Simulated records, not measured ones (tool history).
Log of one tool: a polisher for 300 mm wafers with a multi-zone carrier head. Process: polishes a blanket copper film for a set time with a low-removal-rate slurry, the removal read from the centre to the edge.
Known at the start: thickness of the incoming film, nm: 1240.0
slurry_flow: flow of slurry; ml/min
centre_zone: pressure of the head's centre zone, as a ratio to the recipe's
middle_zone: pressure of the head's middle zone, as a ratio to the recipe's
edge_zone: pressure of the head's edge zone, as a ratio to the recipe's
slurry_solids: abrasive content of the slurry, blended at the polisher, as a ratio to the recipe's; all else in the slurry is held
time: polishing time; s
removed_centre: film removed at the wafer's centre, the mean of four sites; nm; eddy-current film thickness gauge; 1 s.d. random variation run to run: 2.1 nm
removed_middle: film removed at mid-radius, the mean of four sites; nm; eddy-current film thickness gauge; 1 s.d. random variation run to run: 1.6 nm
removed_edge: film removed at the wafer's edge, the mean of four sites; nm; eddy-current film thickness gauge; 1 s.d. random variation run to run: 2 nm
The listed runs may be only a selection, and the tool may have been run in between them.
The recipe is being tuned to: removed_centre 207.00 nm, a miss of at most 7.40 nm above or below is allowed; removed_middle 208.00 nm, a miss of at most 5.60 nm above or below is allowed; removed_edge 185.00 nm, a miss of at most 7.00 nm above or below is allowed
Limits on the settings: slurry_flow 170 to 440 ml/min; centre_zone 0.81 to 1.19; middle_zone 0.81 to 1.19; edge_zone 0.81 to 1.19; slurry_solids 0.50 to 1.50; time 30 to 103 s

run  hour  slurry_flow  centre_zone  middle_zone  edge_zone  slurry_solids  time  removed_centre  removed_middle  removed_edge
  1   0.0          280         1.00         1.00       1.00           1.00    66          165.75          160.19        162.36
  2   1.9          280         1.00         1.00       1.00           0.95    66          163.56          157.37        158.14
  3   3.7          280         1.08         1.00       1.00           0.95    66          179.26          158.82        160.07
  4   5.0          280         1.08         1.00       1.06           0.95    66          177.14          159.80        168.03
  5  13.8          295         1.10         1.05       1.06           1.00    66          185.29          169.51        171.46
  6  22.7          295         1.10         1.09       1.06           1.00    66          183.36          175.14        164.44
  7  28.6          340         1.11         1.16       1.16           1.25    68          207.44          201.28        194.55
  8  29.2          340         1.11         1.17       1.14           1.25    68          205.87          204.03        192.96
  9  35.4          340         1.11         1.18       1.13           1.25    68          204.14          204.79        189.66

Below are 4 possible settings for the next run. Only one of them brings all results inside the allowed miss of their targets. Which is it?
  A  41.6          310         1.12         1.15       1.12           1.30    66               ?               ?             ?
  B  41.6          360         1.12         1.18       1.06           1.25    68               ?               ?             ?
  C  41.6          325         1.14         1.16       1.17           1.25    67               ?               ?             ?
  D  41.6          290         1.08         1.18       1.18           1.20    70               ?               ?             ?

move  removed_centre  removed_middle  removed_edge
   A          204.63          194.75        186.00
   B          211.93          205.84        186.39
   C          210.38          197.99        191.78
   D          203.28          205.26        197.27
A: the furthest-off result lands on target, but another misses its tolerance
B: every result lands within tolerance
C: the furthest-off result lands on target, but another misses its tolerance
D: moves away from the targets compared with the last run
Go with B: it meets all targets.

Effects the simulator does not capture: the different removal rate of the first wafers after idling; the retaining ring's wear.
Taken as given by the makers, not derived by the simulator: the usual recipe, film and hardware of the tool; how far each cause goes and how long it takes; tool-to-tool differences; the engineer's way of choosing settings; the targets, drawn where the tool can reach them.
